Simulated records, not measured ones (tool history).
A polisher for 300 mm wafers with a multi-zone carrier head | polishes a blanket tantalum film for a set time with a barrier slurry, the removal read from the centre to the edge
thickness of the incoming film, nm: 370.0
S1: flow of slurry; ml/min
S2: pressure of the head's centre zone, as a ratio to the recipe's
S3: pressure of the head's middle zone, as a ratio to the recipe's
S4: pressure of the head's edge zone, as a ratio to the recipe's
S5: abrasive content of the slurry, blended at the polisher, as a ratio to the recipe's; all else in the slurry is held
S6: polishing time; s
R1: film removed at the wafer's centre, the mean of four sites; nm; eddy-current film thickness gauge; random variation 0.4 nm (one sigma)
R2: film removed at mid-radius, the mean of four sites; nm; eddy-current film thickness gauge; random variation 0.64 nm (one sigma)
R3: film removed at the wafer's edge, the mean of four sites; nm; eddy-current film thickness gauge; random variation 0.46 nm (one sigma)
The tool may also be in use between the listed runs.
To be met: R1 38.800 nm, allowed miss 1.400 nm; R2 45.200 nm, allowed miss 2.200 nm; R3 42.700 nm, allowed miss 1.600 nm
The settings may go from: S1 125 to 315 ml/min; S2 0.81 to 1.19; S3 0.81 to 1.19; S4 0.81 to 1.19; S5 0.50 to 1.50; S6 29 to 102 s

| run | hour | S1 | S2 | S3 | S4 | S5 | S6 | R1 | R2 | R3 |
|---|---|---|---|---|---|---|---|---|---|---|
| 1 | 0.0 | 205 | 1.00 | 1.00 | 1.00 | 1.00 | 65 | 77.034 | 80.930 | 79.289 |
| 2 | 3.2 | 200 | 0.97 | 0.99 | 0.97 | 0.85 | 58 | 65.010 | 68.433 | 67.065 |
| 3 | 4.1 | 200 | 0.97 | 0.99 | 0.97 | 1.05 | 58 | 67.641 | 70.347 | 70.966 |
| 4 | 12.2 | 195 | 0.94 | 0.99 | 0.95 | 0.90 | 53 | 58.796 | 61.306 | 62.649 |
| 5 | 19.5 | 195 | 0.94 | 0.99 | 0.95 | 0.90 | 47 | 52.042 | 55.291 | 53.913 |
|  | 27.2 | edge zone pressure recalibrated |
| 6 | 27.2 | 235 | 0.94 | 0.99 | 0.95 | 0.90 | 47 | 53.006 | 56.732 | 54.630 |
| 7 | 34.7 | 235 | 0.94 | 0.99 | 0.95 | 0.90 | 47 | 52.558 | 57.103 | 54.606 |
| 8 | 35.5 | 235 | 0.94 | 0.99 | 0.95 | 0.90 | 47 | 54.090 | 56.423 | 54.882 |
| 9 | 39.3 | 235 | 0.91 | 1.00 | 0.94 | 0.80 | 45 | 48.660 | 54.109 | 50.219 |
| 10 | 46.6 | 230 | 0.89 | 0.99 | 0.94 | 0.75 | 44 | 47.178 | 51.156 | 48.211 |

4 next moves are on the table. One of them brings every result within its allowed miss. Which?
| A | 53.9 | 160 | 0.81 | 0.95 | 1.07 | 1.25 | 38 | ? | ? | ? |
| B | 53.9 | 250 | 0.89 | 1.08 | 0.98 | 0.70 | 36 | ? | ? | ? |
| C | 53.9 | 270 | 0.82 | 1.04 | 0.94 | 0.80 | 40 | ? | ? | ? |
| D | 53.9 | 195 | 0.86 | 1.04 | 0.98 | 0.55 | 41 | ? | ? | ? |

| move | R1 | R2 | R3 |
|---|---|---|---|
| A | 38.732 | 44.097 | 47.364 |
| B | 37.352 | 43.210 | 40.225 |
| C | 40.671 | 48.462 | 45.453 |
| D | 38.200 | 44.244 | 42.635 |
A: brings the result that was furthest off to its target, and leaves another outside
B: takes the result that was furthest off past its target
C: nearer than the last run, and not there yet
D: meets every target
The right move is D.
